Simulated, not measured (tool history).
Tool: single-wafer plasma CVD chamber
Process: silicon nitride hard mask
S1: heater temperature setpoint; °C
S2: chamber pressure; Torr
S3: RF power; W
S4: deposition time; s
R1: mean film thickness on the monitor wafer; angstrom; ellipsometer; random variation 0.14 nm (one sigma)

run,day,S1,S2,S3,S4,R1
1,0.000,410,2.02,265,39.0,426.73
2,0.062,414,1.90,250,39.0,393.98
3,0.388,414,1.90,225,39.0,349.20
4,0.588,424,1.90,225,39.0,349.80
5,0.896,424,1.81,220,39.0,338.39
6,0.921,424,1.73,220,39.0,333.87
7,1.129,424,1.66,220,39.0,327.22
8,1.300,424,1.59,220,39.0,322.17
9,1.388,424,1.54,220,39.0,319.76

Run 10 comes next. What will it give?
10,1.525,424,1.49,220,39.0,?

R1: 313.77 angstrom
